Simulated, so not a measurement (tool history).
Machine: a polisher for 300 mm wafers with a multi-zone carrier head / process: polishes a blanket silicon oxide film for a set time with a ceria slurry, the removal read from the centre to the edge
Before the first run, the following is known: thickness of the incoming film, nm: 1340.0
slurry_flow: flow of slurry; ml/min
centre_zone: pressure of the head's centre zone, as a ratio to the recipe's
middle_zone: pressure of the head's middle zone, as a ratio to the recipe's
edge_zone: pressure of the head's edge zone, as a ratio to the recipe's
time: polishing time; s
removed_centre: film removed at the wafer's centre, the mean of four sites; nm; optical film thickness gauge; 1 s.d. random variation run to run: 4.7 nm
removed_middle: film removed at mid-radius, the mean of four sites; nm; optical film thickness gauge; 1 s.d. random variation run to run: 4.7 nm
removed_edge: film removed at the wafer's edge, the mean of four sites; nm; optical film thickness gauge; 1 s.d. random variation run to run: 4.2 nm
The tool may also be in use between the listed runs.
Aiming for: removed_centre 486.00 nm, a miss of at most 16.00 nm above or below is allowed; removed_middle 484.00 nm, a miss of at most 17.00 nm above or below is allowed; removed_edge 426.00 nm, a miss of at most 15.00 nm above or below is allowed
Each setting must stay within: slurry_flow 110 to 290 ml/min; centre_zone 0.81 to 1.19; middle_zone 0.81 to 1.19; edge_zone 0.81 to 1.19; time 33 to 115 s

{"run": 1, "hour": 0.0, "slurry_flow": 185, "centre_zone": 1.0, "middle_zone": 1.0, "edge_zone": 1.0, "time": 73, "removed_centre": 374.03, "removed_middle": 368.68, "removed_edge": 361.81}
{"run": 2, "hour": 7.6, "slurry_flow": 190, "centre_zone": 1.02, "middle_zone": 1.02, "edge_zone": 1.01, "time": 74, "removed_centre": 382.35, "removed_middle": 385.15, "removed_edge": 365.89}
{"run": 3, "hour": 13.9, "slurry_flow": 190, "centre_zone": 0.97, "middle_zone": 1.02, "edge_zone": 1.01, "time": 74, "removed_centre": 371.17, "removed_middle": 387.05, "removed_edge": 370.41}
{"run": 4, "hour": 19.9, "slurry_flow": 235, "centre_zone": 0.97, "middle_zone": 1.02, "edge_zone": 1.01, "time": 74, "removed_centre": 373.62, "removed_middle": 393.91, "removed_edge": 373.84}
{"run": 5, "hour": 26.8, "slurry_flow": 205, "centre_zone": 0.97, "middle_zone": 1.02, "edge_zone": 1.01, "time": 74, "removed_centre": 374.43, "removed_middle": 381.51, "removed_edge": 379.09}
{"run": 6, "hour": 35.1, "slurry_flow": 205, "centre_zone": 0.97, "middle_zone": 1.02, "edge_zone": 1.01, "time": 87, "removed_centre": 439.53, "removed_middle": 459.08, "removed_edge": 438.42}
{"run": 7, "hour": 38.7, "slurry_flow": 205, "centre_zone": 0.98, "middle_zone": 1.02, "edge_zone": 1.01, "time": 87, "removed_centre": 440.92, "removed_middle": 462.51, "removed_edge": 435.64}
{"run": 8, "hour": 43.6, "slurry_flow": 205, "centre_zone": 0.98, "middle_zone": 1.02, "edge_zone": 1.01, "time": 87, "removed_centre": 436.96, "removed_middle": 454.68, "removed_edge": 439.07}
{"run": 9, "hour": 44.5, "slurry_flow": 205, "centre_zone": 1.0, "middle_zone": 1.03, "edge_zone": 1.0, "time": 87, "removed_centre": 454.44, "removed_middle": 457.29, "removed_edge": 436.33}
{"run": 10, "hour": 51.2, "slurry_flow": 205, "centre_zone": 1.01, "middle_zone": 1.04, "edge_zone": 0.99, "time": 87, "removed_centre": 450.46, "removed_middle": 461.42, "removed_edge": 432.83}
{"run": 11, "hour": 55.4, "slurry_flow": 205, "centre_zone": 1.02, "middle_zone": 1.05, "edge_zone": 0.99, "time": 87, "removed_centre": 455.49, "removed_middle": 464.2, "removed_edge": 436.53}
{"run": 12, "hour": 63.6, "slurry_flow": 205, "centre_zone": 1.03, "middle_zone": 1.06, "edge_zone": 0.98, "time": 87, "removed_centre": 461.86, "removed_middle": 467.95, "removed_edge": 426.54}

Which one of the following 4 next-run settings gets every result inside its allowed miss? There is exactly one.
{"run": "A", "hour": 71.8, "slurry_flow": 180, "centre_zone": 1.15, "middle_zone": 0.96, "edge_zone": 1.0, "time": 92, "removed_centre": "?", "removed_middle": "?", "removed_edge": "?"}
{"run": "B", "hour": 71.8, "slurry_flow": 275, "centre_zone": 1.05, "middle_zone": 1.07, "edge_zone": 0.92, "time": 86, "removed_centre": "?", "removed_middle": "?", "removed_edge": "?"}
{"run": "C", "hour": 71.8, "slurry_flow": 265, "centre_zone": 0.97, "middle_zone": 0.97, "edge_zone": 0.95, "time": 94, "removed_centre": "?", "removed_middle": "?", "removed_edge": "?"}
{"run": "D", "hour": 71.8, "slurry_flow": 160, "centre_zone": 0.98, "middle_zone": 0.99, "edge_zone": 0.92, "time": 90, "removed_centre": "?", "removed_middle": "?", "removed_edge": "?"}

move=A removed_centre=539.78 removed_middle=447.46 removed_edge=463.42
move=B removed_centre=483.74 removed_middle=479.16 removed_edge=429.48
move=C removed_centre=485.95 removed_middle=480.52 removed_edge=475.92
move=D removed_centre=442.72 removed_middle=443.58 removed_edge=431.31
A: takes the result that was furthest off past its target
B: hits every target within its allowed miss
C: the furthest-off result lands on target, but another misses its tolerance
D: misses by more than the last run did
Correct choice: B, which meets every target
